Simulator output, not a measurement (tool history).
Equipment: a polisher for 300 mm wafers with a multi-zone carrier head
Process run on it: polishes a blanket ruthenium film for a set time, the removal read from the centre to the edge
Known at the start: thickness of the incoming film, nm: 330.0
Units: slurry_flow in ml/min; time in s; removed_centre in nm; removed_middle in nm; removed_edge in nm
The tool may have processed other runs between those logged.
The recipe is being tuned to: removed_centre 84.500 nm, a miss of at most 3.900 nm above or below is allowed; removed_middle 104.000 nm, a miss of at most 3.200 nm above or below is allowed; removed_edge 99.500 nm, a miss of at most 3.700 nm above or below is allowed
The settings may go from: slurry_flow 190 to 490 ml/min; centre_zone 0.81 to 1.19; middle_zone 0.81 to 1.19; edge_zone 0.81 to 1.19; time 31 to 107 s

run 1 hour=0.0 | slurry_flow=315 centre_zone=1.00 middle_zone=1.00 edge_zone=1.00 time=69 | removed_centre=96.994 removed_middle=110.000 removed_edge=108.530
run 2 hour=1.3 | slurry_flow=315 centre_zone=0.99 middle_zone=1.00 edge_zone=0.99 time=69 | removed_centre=96.865 removed_middle=109.590 removed_edge=109.490
run 3 hour=8.2 | slurry_flow=315 centre_zone=1.05 middle_zone=1.00 edge_zone=0.99 time=69 | removed_centre=103.620 removed_middle=108.610 removed_edge=111.050
run 4 hour=14.5 | slurry_flow=315 centre_zone=1.05 middle_zone=1.00 edge_zone=0.99 time=53 | removed_centre=79.279 removed_middle=84.228 removed_edge=82.798
-- hour=20.2 centre zone pressure recalibrated
run 5 hour=20.2 | slurry_flow=315 centre_zone=1.05 middle_zone=0.95 edge_zone=0.99 time=53 | removed_centre=88.535 removed_middle=80.508 removed_edge=84.380
run 6 hour=23.0 | slurry_flow=320 centre_zone=1.04 middle_zone=0.96 edge_zone=1.00 time=54 | removed_centre=89.649 removed_middle=82.765 removed_edge=84.690
run 7 hour=30.0 | slurry_flow=315 centre_zone=1.03 middle_zone=0.97 edge_zone=1.00 time=55 | removed_centre=89.262 removed_middle=83.882 removed_edge=87.116
run 8 hour=37.8 | slurry_flow=315 centre_zone=1.03 middle_zone=0.99 edge_zone=1.01 time=56 | removed_centre=90.584 removed_middle=87.767 removed_edge=89.835
run 9 hour=41.2 | slurry_flow=310 centre_zone=1.01 middle_zone=1.01 edge_zone=1.02 time=57 | removed_centre=90.649 removed_middle=90.284 removed_edge=89.905
run 10 hour=45.1 | slurry_flow=310 centre_zone=1.00 middle_zone=1.01 edge_zone=1.01 time=58 | removed_centre=90.749 removed_middle=91.890 removed_edge=91.042
run 11 hour=46.6 | slurry_flow=315 centre_zone=1.00 middle_zone=1.01 edge_zone=0.99 time=59 | removed_centre=94.091 removed_middle=94.335 removed_edge=93.586
run 12 hour=47.6 | slurry_flow=305 centre_zone=1.01 middle_zone=1.02 edge_zone=1.01 time=60 | removed_centre=94.848 removed_middle=95.187 removed_edge=96.982
run 13 hour=51.5 | slurry_flow=295 centre_zone=0.99 middle_zone=1.02 edge_zone=0.99 time=61 | removed_centre=94.229 removed_middle=96.764 removed_edge=93.929
run 14 hour=60.3 | slurry_flow=295 centre_zone=0.99 middle_zone=1.02 edge_zone=0.99 time=61 | removed_centre=93.169 removed_middle=97.635 removed_edge=97.557
run 15 hour=64.2 | slurry_flow=290 centre_zone=0.97 middle_zone=1.02 edge_zone=0.96 time=61 | removed_centre=94.142 removed_middle=97.526 removed_edge=94.274

4 next moves are on the table. One of them brings every result within its allowed miss. Which?
run A hour=68.1 | slurry_flow=490 centre_zone=0.90 middle_zone=1.11 edge_zone=1.14 time=58 | removed_centre=? removed_middle=? removed_edge=?
run B hour=68.1 | slurry_flow=190 centre_zone=0.90 middle_zone=1.07 edge_zone=0.84 time=67 | removed_centre=? removed_middle=? removed_edge=?
run C hour=68.1 | slurry_flow=490 centre_zone=0.97 middle_zone=1.19 edge_zone=1.09 time=54 | removed_centre=? removed_middle=? removed_edge=?
run D hour=68.1 | slurry_flow=190 centre_zone=1.00 middle_zone=0.91 edge_zone=0.81 time=72 | removed_centre=? removed_middle=? removed_edge=?

move=A removed_centre=85.606 removed_middle=102.270 removed_edge=100.030
move=B removed_centre=90.134 removed_middle=105.380 removed_edge=94.762
move=C removed_centre=84.923 removed_middle=101.080 removed_edge=91.080
move=D removed_centre=105.720 removed_middle=98.760 removed_edge=100.560
A: all results in spec
B: nearer the targets than the last run, but a result is still out of spec
C: puts the biggest miss on target and leaves a different result outside tolerance
D: the biggest miss grows against the last run
The move that meets every target is A.

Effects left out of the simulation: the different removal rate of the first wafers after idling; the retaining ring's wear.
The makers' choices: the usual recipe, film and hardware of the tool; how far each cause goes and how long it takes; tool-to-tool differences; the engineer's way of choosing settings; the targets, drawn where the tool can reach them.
